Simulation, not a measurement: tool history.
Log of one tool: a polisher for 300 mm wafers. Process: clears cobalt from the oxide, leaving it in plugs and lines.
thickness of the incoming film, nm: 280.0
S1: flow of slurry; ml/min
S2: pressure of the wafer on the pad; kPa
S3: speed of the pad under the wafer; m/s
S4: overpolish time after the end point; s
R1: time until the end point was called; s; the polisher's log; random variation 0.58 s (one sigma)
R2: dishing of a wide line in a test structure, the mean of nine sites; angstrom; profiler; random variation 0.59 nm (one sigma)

run 1 hour=0 | S1=150 S2=10.3 S3=1.26 S4=13 | R1=59.047 R2=445.42
run 2 hour=4.5 | S1=150 S2=9.7 S3=1.26 S4=13 | R1=63.792 R2=432.12
run 3 hour=9.3 | S1=155 S2=9.7 S3=1.26 S4=12 | R1=61.8 R2=395.82
run 4 hour=11.4 | S1=190 S2=9.7 S3=1.26 S4=12 | R1=59.916 R2=411.67
run 5 hour=19.7 | S1=190 S2=9.7 S3=1.26 S4=11 | R1=60.152 R2=399.67
run 6 hour=22.5 | S1=190 S2=9.7 S3=1.52 S4=11 | R1=50.573 R2=447.4
run 7 hour=26.1 | S1=165 S2=8.3 S3=1.52 S4=7 | R1=59.394 R2=276.69

The next listed run, before its measurement:
run 8 hour=27.3 | S1=170 S2=8.3 S3=1.52 S4=8 | R1=? R2=?

Run 8 gave R1 60.067 s, R2 309.4 angstrom.
